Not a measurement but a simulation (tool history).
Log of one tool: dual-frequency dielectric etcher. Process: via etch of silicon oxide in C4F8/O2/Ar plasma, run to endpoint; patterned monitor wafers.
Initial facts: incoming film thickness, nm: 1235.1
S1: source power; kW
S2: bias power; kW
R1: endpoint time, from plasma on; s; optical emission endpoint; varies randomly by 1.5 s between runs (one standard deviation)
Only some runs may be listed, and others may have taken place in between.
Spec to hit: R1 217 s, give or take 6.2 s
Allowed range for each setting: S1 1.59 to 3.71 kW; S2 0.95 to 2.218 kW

run	day	S1	S2	R1
1	0	2.65	1.584	249.21
2	0.279	3.01	1.584	236.31
3	0.521	2.54	1.584	254.95
4	0.788	2.78	1.639	241.74
5	0.833	2.94	1.675	236.97
6	0.992	2.94	1.394	248.09
7	1.142	3.14	1.457	240.58
8	1.254	3.28	1.524	233.39

Which one of the following 4 next-run settings gets every result inside its allowed miss? There is exactly one.
A	1.367	2.78	1.297	?
B	1.367	2.94	1.247	?
C	1.367	3.71	1.603	?
D	1.367	3.42	1.476	?

move	R1
A	256.56
B	253.87
C	219.14
D	230.52
A: moves away from the targets compared with the last run
B: moves away from the targets compared with the last run
C: all results in spec
D: closes in on the targets versus the last run, not all within tolerance yet
C meets every target.

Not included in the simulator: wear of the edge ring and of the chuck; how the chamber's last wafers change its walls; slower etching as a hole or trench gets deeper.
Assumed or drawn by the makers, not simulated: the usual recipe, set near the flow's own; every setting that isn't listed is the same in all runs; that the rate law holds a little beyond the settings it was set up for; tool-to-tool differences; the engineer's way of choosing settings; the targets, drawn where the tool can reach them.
